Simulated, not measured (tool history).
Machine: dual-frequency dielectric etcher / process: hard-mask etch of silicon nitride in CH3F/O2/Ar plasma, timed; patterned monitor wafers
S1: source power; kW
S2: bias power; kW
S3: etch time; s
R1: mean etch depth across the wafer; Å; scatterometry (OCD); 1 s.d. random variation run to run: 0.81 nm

run	hour	S1	S2	S3	R1
1	0.0	0.500	0.101	213.0	1809.6
2	8.0	0.550	0.101	213.0	1908.2
3	16.5	0.520	0.099	213.0	1825.5
4	17.8	0.590	0.099	213.0	1941.6
5	24.1	0.590	0.099	222.5	2041.9
6	29.2	0.550	0.094	221.5	1927.0
7	37.4	0.520	0.091	221.0	1824.4
8	40.1	0.520	0.091	221.0	1836.9
9	48.2	0.520	0.091	221.0	1840.9
10	52.3	0.490	0.089	221.0	1757.5
11	55.9	0.470	0.088	221.0	1706.8

Predict the results of run 12:
12	62.1	0.450	0.087	221.0	?

Run 12 measured R1 1672.8 Å.

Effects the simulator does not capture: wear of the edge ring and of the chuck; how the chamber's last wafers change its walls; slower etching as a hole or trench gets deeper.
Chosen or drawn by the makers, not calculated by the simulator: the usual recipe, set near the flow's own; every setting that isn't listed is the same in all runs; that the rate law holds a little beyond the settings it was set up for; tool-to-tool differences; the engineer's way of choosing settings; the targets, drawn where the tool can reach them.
